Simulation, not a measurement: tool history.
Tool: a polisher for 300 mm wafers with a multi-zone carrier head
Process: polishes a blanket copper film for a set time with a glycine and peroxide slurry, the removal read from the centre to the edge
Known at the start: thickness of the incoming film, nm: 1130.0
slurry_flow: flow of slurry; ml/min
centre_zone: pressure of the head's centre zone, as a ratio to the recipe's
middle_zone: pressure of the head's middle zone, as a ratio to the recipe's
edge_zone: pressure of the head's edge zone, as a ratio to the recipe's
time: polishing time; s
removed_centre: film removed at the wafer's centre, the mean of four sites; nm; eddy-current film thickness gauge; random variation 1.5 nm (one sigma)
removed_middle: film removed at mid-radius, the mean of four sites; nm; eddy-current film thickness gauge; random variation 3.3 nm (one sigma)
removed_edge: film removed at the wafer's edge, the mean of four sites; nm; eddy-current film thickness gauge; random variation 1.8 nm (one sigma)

run,hour,slurry_flow,centre_zone,middle_zone,edge_zone,time,removed_centre,removed_middle,removed_edge
1,0,275,1,1,1,71,386.4,383.94,381.92
2,1.1,270,0.98,1.01,0.97,64,342.34,337.3,338.53
3,8.8,270,0.98,1.01,0.97,72,382.63,397.13,381.02
4,16,270,1.05,1.01,0.97,72,399.67,391.19,380.01
5,24,330,1.05,1.01,0.97,72,416.4,398.89,385.89
6,24.7,330,1.05,1.01,0.97,66,384.13,364.64,357.44
7,33.4,315,1.01,1.03,0.94,60,333.93,332.43,322.03
8,39.8,305,1,1.05,0.92,55,299.72,312.54,288.4
9,47.5,295,0.98,1.05,0.9,52,279.18,290.62,273.75
10,50.6,285,0.97,1.06,0.88,49,259.53,284.7,257.23
11,55.2,280,0.96,1.06,0.87,47,247.4,264.7,237.72
12,58.5,265,0.93,1.05,0.86,47,238.06,263.89,241.65
13,60.1,255,0.93,1.05,0.85,46,231.04,254.87,232.47
14,63,245,0.93,1.05,0.84,45,224.66,247.45,228.79
15,70.7,260,0.92,1.08,0.81,37,184.11,216.49,182.56

Forecast run 16:
16,77.8,265,0.92,1.08,0.83,37,?,?,?

removed_centre: 186.65 nm
removed_middle: 212.76 nm
removed_edge: 184.27 nm

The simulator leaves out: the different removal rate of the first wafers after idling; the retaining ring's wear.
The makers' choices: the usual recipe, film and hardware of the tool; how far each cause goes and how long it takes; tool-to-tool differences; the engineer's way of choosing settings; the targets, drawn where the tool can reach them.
